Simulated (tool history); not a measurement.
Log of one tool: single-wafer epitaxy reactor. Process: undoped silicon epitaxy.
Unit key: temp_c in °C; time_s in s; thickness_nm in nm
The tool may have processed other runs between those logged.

Run 1, day 0: temp_c 660 °C, time_s 486 s. Result: thickness_nm 99.053 nm.
Run 2, day 0.275: temp_c 665 °C, time_s 486 s. Result: thickness_nm 112.03 nm.
Run 3, day 0.446: temp_c 673 °C, time_s 486 s. Result: thickness_nm 135.32 nm.
Run 4, day 0.583: temp_c 665 °C, time_s 486 s. Result: thickness_nm 111.85 nm.
Run 5, day 0.946: temp_c 665 °C, time_s 534 s. Result: thickness_nm 123.14 nm.
Run 6, day 1.233: temp_c 660 °C, time_s 533 s. Result: thickness_nm 109.21 nm.
Run 7, day 1.529: temp_c 657 °C, time_s 532 s. Result: thickness_nm 100.42 nm.

Predict the results of run 8:
Run 8, day 1.838: temp_c 657 °C, time_s 532 s. Result: thickness_nm ?.

Logged for run 8: thickness_nm 100.96 nm.

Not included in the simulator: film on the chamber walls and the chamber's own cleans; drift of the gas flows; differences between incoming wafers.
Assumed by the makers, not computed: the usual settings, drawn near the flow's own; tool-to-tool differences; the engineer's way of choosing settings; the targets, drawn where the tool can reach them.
